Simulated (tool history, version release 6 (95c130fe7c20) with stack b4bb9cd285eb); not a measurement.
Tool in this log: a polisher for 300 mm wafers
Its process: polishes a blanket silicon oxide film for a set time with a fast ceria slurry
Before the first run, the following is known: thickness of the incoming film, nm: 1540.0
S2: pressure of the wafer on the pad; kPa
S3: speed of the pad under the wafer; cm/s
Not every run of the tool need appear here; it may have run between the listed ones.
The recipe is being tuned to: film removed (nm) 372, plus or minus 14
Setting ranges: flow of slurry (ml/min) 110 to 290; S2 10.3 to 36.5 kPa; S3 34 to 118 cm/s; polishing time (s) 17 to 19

run 1 day=0 | flow_of_slurry_(ml/min)=185 S2=23.4 S3=76 polishing_time_(s)=19 | film_removed_(nm)=210.5
run 2 day=0.217 | flow_of_slurry_(ml/min)=185 S2=24.8 S3=76 polishing_time_(s)=19 | film_removed_(nm)=222.46
run 3 day=0.446 | flow_of_slurry_(ml/min)=185 S2=26.2 S3=76 polishing_time_(s)=19 | film_removed_(nm)=229.32
run 4 day=0.767 | flow_of_slurry_(ml/min)=210 S2=26.2 S3=76 polishing_time_(s)=19 | film_removed_(nm)=234.69
run 5 day=1.062 | flow_of_slurry_(ml/min)=210 S2=26.9 S3=76 polishing_time_(s)=19 | film_removed_(nm)=239.29
run 6 day=1.288 | flow_of_slurry_(ml/min)=210 S2=26.9 S3=76 polishing_time_(s)=17 | film_removed_(nm)=218.98
run 7 day=1.662 | flow_of_slurry_(ml/min)=220 S2=33.8 S3=86 polishing_time_(s)=17 | film_removed_(nm)=312.45
run 8 day=1.75 | flow_of_slurry_(ml/min)=220 S2=35.2 S3=90 polishing_time_(s)=17 | film_removed_(nm)=334.62

Consider the 5 candidate settings below. Which is the only one whose results all fall within their allowed miss of target?
run A day=1.838 | flow_of_slurry_(ml/min)=215 S2=30.3 S3=96 polishing_time_(s)=19 | film_removed_(nm)=?
run B day=1.838 | flow_of_slurry_(ml/min)=185 S2=33.8 S3=96 polishing_time_(s)=17 | film_removed_(nm)=?
run C day=1.838 | flow_of_slurry_(ml/min)=210 S2=35.2 S3=90 polishing_time_(s)=18 | film_removed_(nm)=?
run D day=1.838 | flow_of_slurry_(ml/min)=215 S2=35.2 S3=94 polishing_time_(s)=17 | film_removed_(nm)=?
run E day=1.838 | flow_of_slurry_(ml/min)=240 S2=31 S3=100 polishing_time_(s)=19 | film_removed_(nm)=?

move=A film_removed_(nm)=335.19
move=B film_removed_(nm)=327.82
move=C film_removed_(nm)=343.64
move=D film_removed_(nm)=339.46
move=E film_removed_(nm)=360.71
A: roughly where the last run was
B: its largest miss is bigger than the last run's
C: gains on the last run, yet a result remains outside its allowed miss
D: gains on the last run, yet a result remains outside its allowed miss
E: all results in spec
The move that meets every target is E.
